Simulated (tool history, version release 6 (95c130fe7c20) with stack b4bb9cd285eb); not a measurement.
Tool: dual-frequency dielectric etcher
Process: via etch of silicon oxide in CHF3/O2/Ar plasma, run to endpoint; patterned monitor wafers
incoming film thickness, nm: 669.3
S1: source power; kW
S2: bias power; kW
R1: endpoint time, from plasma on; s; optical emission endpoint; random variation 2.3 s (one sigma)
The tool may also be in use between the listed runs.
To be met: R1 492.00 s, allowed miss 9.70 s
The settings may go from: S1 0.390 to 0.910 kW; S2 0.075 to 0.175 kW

run	day	S1	S2	R1
1	0.000	0.650	0.125	386.68
2	0.088	0.650	0.132	379.24
3	0.338	0.650	0.113	401.21
4	0.683	0.570	0.106	432.46
5	1.046	0.570	0.117	423.29
6	1.088	0.510	0.115	454.02
7	1.300	0.480	0.114	466.70
8	1.679	0.460	0.114	479.69

5 next moves are on the table. One of them brings every result within its allowed miss. Which?
A	2.058	0.450	0.127	?
B	2.058	0.430	0.119	?
C	2.058	0.470	0.116	?
D	2.058	0.530	0.095	?
E	2.058	0.460	0.116	?

move	R1
A	467.32
B	490.58
C	469.67
D	467.86
E	475.53
A: further off than the last run
B: meets every target
C: further off than the last run
D: further off than the last run
E: further off than the last run
Move B is the one to make.
